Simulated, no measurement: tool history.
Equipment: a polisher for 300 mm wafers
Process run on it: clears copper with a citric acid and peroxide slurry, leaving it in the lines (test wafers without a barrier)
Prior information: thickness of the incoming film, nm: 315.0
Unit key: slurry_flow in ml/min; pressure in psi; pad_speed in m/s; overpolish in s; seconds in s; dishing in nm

{"run": 1, "day": 0.0, "slurry_flow": 230, "pressure": 3.9, "pad_speed": 0.88, "slurry_solids": 1.0, "overpolish": 12, "seconds": 134.09, "dishing": 21.215}
{"run": 2, "day": 0.238, "slurry_flow": 250, "pressure": 3.9, "pad_speed": 0.88, "slurry_solids": 1.0, "overpolish": 12, "seconds": 139.43, "dishing": 20.607}
{"run": 3, "day": 0.475, "slurry_flow": 210, "pressure": 4.1, "pad_speed": 0.9, "slurry_solids": 1.0, "overpolish": 9, "seconds": 129.03, "dishing": 16.593}
{"run": 4, "day": 0.496, "slurry_flow": 155, "pressure": 4.1, "pad_speed": 0.9, "slurry_solids": 1.0, "overpolish": 9, "seconds": 137.0, "dishing": 16.335}
{"run": 5, "day": 0.75, "slurry_flow": 155, "pressure": 4.1, "pad_speed": 0.9, "slurry_solids": 1.1, "overpolish": 9, "seconds": 135.56, "dishing": 16.342}
{"run": 6, "day": 1.008, "slurry_flow": 155, "pressure": 4.1, "pad_speed": 0.9, "slurry_solids": 1.2, "overpolish": 9, "seconds": 135.53, "dishing": 16.709}
{"run": 7, "day": 1.296, "slurry_flow": 185, "pressure": 4.4, "pad_speed": 0.9, "slurry_solids": 1.0, "overpolish": 7, "seconds": 124.69, "dishing": 13.991}
{"run": 8, "day": 1.467, "slurry_flow": 195, "pressure": 5.5, "pad_speed": 0.9, "slurry_solids": 0.75, "overpolish": 4, "seconds": 108.89, "dishing": 9.2075}
{"run": 9, "day": 1.692, "slurry_flow": 195, "pressure": 5.4, "pad_speed": 0.94, "slurry_solids": 0.8, "overpolish": 4, "seconds": 109.45, "dishing": 9.4592}
{"run": 10, "day": 1.812, "slurry_flow": 195, "pressure": 5.3, "pad_speed": 1.0, "slurry_solids": 0.85, "overpolish": 4, "seconds": 103.02, "dishing": 10.148}

Run 11 has not been measured yet. What should we expect?
{"run": 11, "day": 1.871, "slurry_flow": 195, "pressure": 5.2, "pad_speed": 1.02, "slurry_solids": 0.9, "overpolish": 4, "seconds": "?", "dishing": "?"}

{"run 11": {"seconds": 102.56, "dishing": 10.222}}

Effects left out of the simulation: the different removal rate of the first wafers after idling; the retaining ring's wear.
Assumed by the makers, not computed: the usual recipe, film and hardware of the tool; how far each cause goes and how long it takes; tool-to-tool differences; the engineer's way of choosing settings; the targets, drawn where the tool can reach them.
